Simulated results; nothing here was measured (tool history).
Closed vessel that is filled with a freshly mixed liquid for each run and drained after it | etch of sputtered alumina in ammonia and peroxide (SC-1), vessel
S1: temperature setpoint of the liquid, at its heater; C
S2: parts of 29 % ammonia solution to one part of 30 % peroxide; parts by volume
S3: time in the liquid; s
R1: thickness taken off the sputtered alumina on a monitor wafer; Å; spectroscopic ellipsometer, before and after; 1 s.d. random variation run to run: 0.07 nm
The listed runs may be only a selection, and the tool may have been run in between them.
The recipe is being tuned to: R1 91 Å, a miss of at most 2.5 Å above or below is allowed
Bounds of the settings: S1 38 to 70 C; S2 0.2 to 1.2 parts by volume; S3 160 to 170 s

run  hour    S1    S2   S3      R1
  1     0    54   0.7  160  143.34
  2   5.4    54  0.55  160  142.64
  3   9.3    54   0.4  160  135.06
  4  15.4    61   0.4  160  196.47
  5  22.8    58   0.4  160  170.33
  6  31.2    58  0.55  160   174.4
  7  40.5  55.5  0.55  160  152.05
  8  41.4  53.5  0.55  160  134.87
  9  48.3    52  0.55  160  127.61
 10  50.7    51  0.55  160  120.07
 11    54    50  0.55  160  112.97
 12  61.2    49  0.55  160  108.35
 13    63  48.5  0.55  160  104.13
 14  65.1  45.5  0.55  160  88.115

Of the 5 settings listed for the next run, only one would bring every result within its allowed miss of target. Which one?
  A  67.2  45.5  0.35  170   ?
  B  67.2  47.5  0.55  160   ?
  C  67.2  44.5  0.75  160   ?
  D  67.2    45  0.95  170   ?
  E  67.2    47   0.5  165   ?

move      R1
   A  90.137
   B  99.144
   C  86.182
   D  96.369
   E  98.516
A: every result lands within tolerance
B: the result that was furthest off in the last run now lies on the other side of its target
C: further off than the last run
D: the result that was furthest off in the last run now lies on the other side of its target
E: the result that was furthest off in the last run now lies on the other side of its target
A meets every target.

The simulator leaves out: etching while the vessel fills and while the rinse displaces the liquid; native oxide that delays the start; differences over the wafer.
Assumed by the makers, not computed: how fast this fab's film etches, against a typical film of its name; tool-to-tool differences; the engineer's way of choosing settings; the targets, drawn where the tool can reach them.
